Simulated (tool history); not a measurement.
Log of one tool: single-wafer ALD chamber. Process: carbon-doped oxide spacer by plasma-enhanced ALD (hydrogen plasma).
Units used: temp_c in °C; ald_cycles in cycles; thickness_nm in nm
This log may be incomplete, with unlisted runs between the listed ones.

run 1 hour=0 | temp_c=395 ald_cycles=265 | thickness_nm=11.757
run 2 hour=4.7 | temp_c=395 ald_cycles=287 | thickness_nm=12.704
run 3 hour=7.3 | temp_c=395 ald_cycles=319 | thickness_nm=14.095
run 4 hour=13.8 | temp_c=395 ald_cycles=316 | thickness_nm=13.971
run 5 hour=19.6 | temp_c=395 ald_cycles=314 | thickness_nm=13.874
run 6 hour=28 | temp_c=395 ald_cycles=312 | thickness_nm=13.817

For run 7, what comes out?
run 7 hour=37 | temp_c=395 ald_cycles=310 | thickness_nm=?

thickness_nm: 13.683 nm

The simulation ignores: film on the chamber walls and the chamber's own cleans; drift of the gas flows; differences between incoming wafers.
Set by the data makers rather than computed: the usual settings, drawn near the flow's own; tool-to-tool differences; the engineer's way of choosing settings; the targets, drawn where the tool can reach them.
